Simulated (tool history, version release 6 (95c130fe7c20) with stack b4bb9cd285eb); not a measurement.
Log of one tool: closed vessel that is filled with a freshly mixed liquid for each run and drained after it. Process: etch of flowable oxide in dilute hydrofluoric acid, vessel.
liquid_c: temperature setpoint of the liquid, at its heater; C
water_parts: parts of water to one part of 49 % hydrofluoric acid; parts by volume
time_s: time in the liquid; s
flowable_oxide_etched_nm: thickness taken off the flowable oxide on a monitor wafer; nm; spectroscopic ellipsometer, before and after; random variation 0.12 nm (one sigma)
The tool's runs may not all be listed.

run  hour  liquid_c  water_parts  time_s  flowable_oxide_etched_nm
  1     0        21           60      30                     14.43
  2   3.1        21           60      30                    14.368
  3   9.3      23.5           60      30                    16.069
  4  15.5      23.5           60      30                    16.126
  5  18.4      23.5           60      30                     15.93
  6    20      24.5           60      30                    16.814
     22.2  -- thermometer replaced
  7  22.2        25           60      30                    17.878
  8  24.4      25.5           60      30                    18.211

Forecast run 9:
  9  32.8        26           60      30                         ?

flowable_oxide_etched_nm: 18.641 nm
